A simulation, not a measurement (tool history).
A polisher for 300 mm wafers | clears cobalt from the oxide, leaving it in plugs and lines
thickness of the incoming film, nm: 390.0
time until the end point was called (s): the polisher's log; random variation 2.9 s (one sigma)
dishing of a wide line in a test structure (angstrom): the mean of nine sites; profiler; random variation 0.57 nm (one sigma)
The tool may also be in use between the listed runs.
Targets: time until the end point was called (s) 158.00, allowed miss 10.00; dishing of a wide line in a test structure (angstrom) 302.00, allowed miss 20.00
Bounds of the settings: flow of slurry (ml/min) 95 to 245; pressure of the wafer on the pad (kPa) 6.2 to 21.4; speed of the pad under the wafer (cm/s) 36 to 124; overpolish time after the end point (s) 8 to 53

| run | hour | flow of slurry (ml/min) | pressure of the wafer on the pad (kPa) | speed of the pad under the wafer (cm/s) | overpolish time after the end point (s) | time until the end point was called (s) | dishing of a wide line in a test structure (angstrom) |
|---|---|---|---|---|---|---|---|
| 1 | 0.0 | 155 | 13.8 | 80 | 27 | 105.98 | 536.48 |
| 2 | 3.9 | 155 | 12.4 | 78 | 21 | 116.10 | 438.45 |
| 3 | 9.7 | 155 | 11.0 | 78 | 18 | 129.86 | 375.94 |
| 4 | 11.3 | 155 | 10.3 | 78 | 17 | 129.10 | 357.30 |
| 5 | 13.5 | 155 | 9.7 | 78 | 17 | 134.65 | 346.80 |
| 6 | 17.7 | 155 | 9.7 | 98 | 17 | 114.19 | 410.08 |
| 7 | 24.2 | 155 | 8.3 | 94 | 16 | 130.04 | 336.28 |
| 8 | 28.5 | 155 | 7.6 | 92 | 17 | 138.30 | 338.31 |
| 9 | 34.4 | 155 | 6.2 | 88 | 12 | 163.94 | 241.08 |
| 10 | 35.7 | 150 | 6.9 | 86 | 19 | 157.09 | 345.64 |

Which of these 4 next moves meets every target?
| A | 37.0 | 155 | 8.3 | 84 | 26 | ? | ? |
| B | 37.0 | 175 | 7.6 | 80 | 16 | ? | ? |
| C | 37.0 | 150 | 6.2 | 104 | 19 | ? | ? |
| D | 37.0 | 140 | 6.2 | 102 | 18 | ? | ? |

| move | time until the end point was called (s) | dishing of a wide line in a test structure (angstrom) |
|---|---|---|
| A | 145.25 | 431.50 |
| B | 157.19 | 301.03 |
| C | 144.89 | 357.86 |
| D | 149.33 | 338.48 |
A: further off than the last run
B: meets every target
C: further off than the last run
D: nearer than the last run, and not there yet
The right move is B.
